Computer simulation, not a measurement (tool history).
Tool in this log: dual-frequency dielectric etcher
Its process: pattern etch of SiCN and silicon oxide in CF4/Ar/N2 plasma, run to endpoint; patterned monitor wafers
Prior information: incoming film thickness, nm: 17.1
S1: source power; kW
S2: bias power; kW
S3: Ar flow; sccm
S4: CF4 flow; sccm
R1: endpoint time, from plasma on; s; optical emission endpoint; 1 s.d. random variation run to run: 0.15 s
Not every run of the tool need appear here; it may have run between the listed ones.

run,hour,S1,S2,S3,S4,R1
1,0.0,0.600,0.085,131,82,13.829
2,2.0,0.700,0.085,131,82,11.604
3,11.0,0.790,0.085,131,82,10.222
4,15.1,0.790,0.085,114,82,10.349
5,20.5,0.710,0.083,113,82,11.296
6,25.0,0.640,0.083,113,82,12.726
7,26.8,0.590,0.082,114,82,14.044

What will run 8 give?
8,28.9,0.560,0.081,114,82,?

Run 8 measured R1 14.961 s.

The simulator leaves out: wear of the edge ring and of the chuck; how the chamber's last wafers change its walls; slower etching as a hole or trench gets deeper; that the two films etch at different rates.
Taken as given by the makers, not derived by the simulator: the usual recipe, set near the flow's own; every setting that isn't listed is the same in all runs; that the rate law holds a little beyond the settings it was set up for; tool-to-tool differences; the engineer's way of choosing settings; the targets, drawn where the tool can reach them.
